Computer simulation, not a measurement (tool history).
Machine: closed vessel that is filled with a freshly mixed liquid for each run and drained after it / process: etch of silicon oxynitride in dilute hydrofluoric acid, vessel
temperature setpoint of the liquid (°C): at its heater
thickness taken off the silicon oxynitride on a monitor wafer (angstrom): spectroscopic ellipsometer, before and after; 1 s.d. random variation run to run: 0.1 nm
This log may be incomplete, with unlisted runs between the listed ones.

| run | hour | temperature setpoint of the liquid (°C) | parts of water to one part of 49 % hydrofluoric acid (parts by volume) | time in the liquid (s) | thickness taken off the silicon oxynitride on a monitor wafer (angstrom) |
|---|---|---|---|---|---|
| 1 | 0.0 | 20.0 | 125 | 965 | 140.480 |
| 2 | 0.9 | 20.0 | 125 | 760 | 111.560 |
| 3 | 7.5 | 20.0 | 165 | 760 | 82.107 |
| 4 | 14.7 | 21.5 | 165 | 760 | 88.092 |
| 5 | 18.5 | 21.5 | 150 | 760 | 97.458 |
| 6 | 22.5 | 22.5 | 130 | 765 | 120.910 |

Run 7 is up next; what results do you expect?
| 7 | 24.6 | 23.5 | 115 | 770 | ? |

For run 7 the tool returned thickness taken off the silicon oxynitride on a monitor wafer (angstrom) 145.880.
